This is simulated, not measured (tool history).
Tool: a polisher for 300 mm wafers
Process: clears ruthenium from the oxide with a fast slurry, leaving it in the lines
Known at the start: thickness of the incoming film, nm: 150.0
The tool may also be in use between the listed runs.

| run | hour | flow of slurry (ml/min) | pressure of the wafer on the pad (psi) | speed of the pad under the wafer (m/s) | abrasive content of the slurry | overpolish time after the end point (s) | time until the end point was called (s) | dishing of a wide line in a test structure (Å) |
|---|---|---|---|---|---|---|---|---|
| 1 | 0.0 | 230 | 1.7 | 0.82 | 1.0 | 29 | 79.003 | 448.84 |
| 2 | 4.4 | 230 | 1.3 | 0.82 | 1.0 | 29 | 105.050 | 364.66 |
| 3 | 10.8 | 230 | 1.3 | 0.82 | 1.0 | 18 | 101.450 | 230.90 |
| 4 | 17.6 | 230 | 1.3 | 0.82 | 0.8 | 18 | 115.190 | 204.51 |
| 5 | 19.7 | 230 | 1.5 | 0.82 | 0.8 | 18 | 102.160 | 231.64 |
| 6 | 21.4 | 235 | 1.7 | 0.82 | 0.8 | 18 | 88.877 | 259.80 |
| 7 | 27.9 | 240 | 1.8 | 0.82 | 0.8 | 18 | 86.163 | 277.12 |
| 8 | 36.1 | 240 | 1.9 | 0.82 | 0.8 | 17 | 80.860 | 273.09 |

Run 9 comes next. What will it give?
| 9 | 37.1 | 240 | 2.0 | 0.82 | 0.8 | 17 | ? | ? |

{"run 9": {"time until the end point was called (s)": 79.069, "dishing of a wide line in a test structure (Å)": 287.88}}
